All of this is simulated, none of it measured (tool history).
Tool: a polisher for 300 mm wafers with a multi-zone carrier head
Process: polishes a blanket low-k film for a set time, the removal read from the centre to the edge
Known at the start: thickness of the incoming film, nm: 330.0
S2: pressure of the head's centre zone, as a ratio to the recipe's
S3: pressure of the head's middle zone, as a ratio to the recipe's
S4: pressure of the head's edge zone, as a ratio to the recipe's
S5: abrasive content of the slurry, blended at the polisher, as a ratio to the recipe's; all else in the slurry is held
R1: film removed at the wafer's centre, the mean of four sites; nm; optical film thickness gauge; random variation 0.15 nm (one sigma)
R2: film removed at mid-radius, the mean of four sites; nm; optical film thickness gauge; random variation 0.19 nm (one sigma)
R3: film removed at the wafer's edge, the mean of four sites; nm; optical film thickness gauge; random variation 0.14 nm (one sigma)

run 1 hour=0.0 | flow_of_slurry_(ml/min)=320 S2=1.00 S3=1.00 S4=1.00 S5=1.00 polishing_time_(s)=53 | R1=19.010 R2=18.437 R3=19.238
run 2 hour=5.4 | flow_of_slurry_(ml/min)=320 S2=1.00 S3=1.00 S4=1.00 S5=0.90 polishing_time_(s)=53 | R1=18.068 R2=17.216 R3=18.191
run 3 hour=9.1 | flow_of_slurry_(ml/min)=375 S2=1.00 S3=1.00 S4=1.00 S5=0.90 polishing_time_(s)=53 | R1=18.607 R2=17.378 R3=18.169
run 4 hour=13.1 | flow_of_slurry_(ml/min)=375 S2=1.04 S3=1.00 S4=1.00 S5=0.90 polishing_time_(s)=53 | R1=18.788 R2=17.514 R3=18.093
run 5 hour=18.6 | flow_of_slurry_(ml/min)=375 S2=1.04 S3=1.03 S4=1.00 S5=0.90 polishing_time_(s)=53 | R1=18.837 R2=17.673 R3=18.385
run 6 hour=19.1 | flow_of_slurry_(ml/min)=375 S2=1.04 S3=1.03 S4=1.00 S5=0.85 polishing_time_(s)=53 | R1=18.473 R2=17.322 R3=17.621

Run 7 comes next. What will it give?
run 7 hour=24.7 | flow_of_slurry_(ml/min)=365 S2=1.03 S3=1.04 S4=1.04 S5=0.95 polishing_time_(s)=53 | R1=? R2=? R3=?

Run 7 gave R1 19.343 nm, R2 18.338 nm, R3 19.011 nm.

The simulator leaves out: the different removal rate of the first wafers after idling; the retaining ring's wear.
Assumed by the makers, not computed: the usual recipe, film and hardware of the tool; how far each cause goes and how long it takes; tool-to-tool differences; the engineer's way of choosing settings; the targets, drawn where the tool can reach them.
